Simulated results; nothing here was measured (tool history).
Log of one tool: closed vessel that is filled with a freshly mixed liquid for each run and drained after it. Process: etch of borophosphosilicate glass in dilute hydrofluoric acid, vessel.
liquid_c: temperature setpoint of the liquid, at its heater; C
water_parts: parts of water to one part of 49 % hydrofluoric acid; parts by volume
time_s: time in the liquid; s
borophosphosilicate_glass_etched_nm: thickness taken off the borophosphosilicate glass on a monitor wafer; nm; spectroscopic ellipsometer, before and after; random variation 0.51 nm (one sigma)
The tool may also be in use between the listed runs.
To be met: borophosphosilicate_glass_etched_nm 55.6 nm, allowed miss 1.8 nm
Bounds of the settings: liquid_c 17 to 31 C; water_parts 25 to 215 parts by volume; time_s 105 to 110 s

run,day,liquid_c,water_parts,time_s,borophosphosilicate_glass_etched_nm
1,0,23,120,105,32.918
2,0.042,23,85,105,49.616
3,0.133,23,50,105,88.608
4,0.471,21.5,50,105,81.565
5,0.696,23.5,50,105,90.888
6,0.892,22.5,50,105,87.727
7,1.129,21.5,55,105,76.998
8,1.308,17.5,65,105,53.794

4 next moves are on the table. One of them brings every result within its allowed miss. Which?
A,1.488,17,65,105,?
B,1.488,18.5,75,110,?
C,1.488,19.5,75,105,?
D,1.488,21,75,110,?

move,borophosphosilicate_glass_etched_nm
A,51.854
B,49.575
C,49.346
D,55.011
A: further off than the last run
B: further off than the last run
C: further off than the last run
D: meets every target
Answer: D
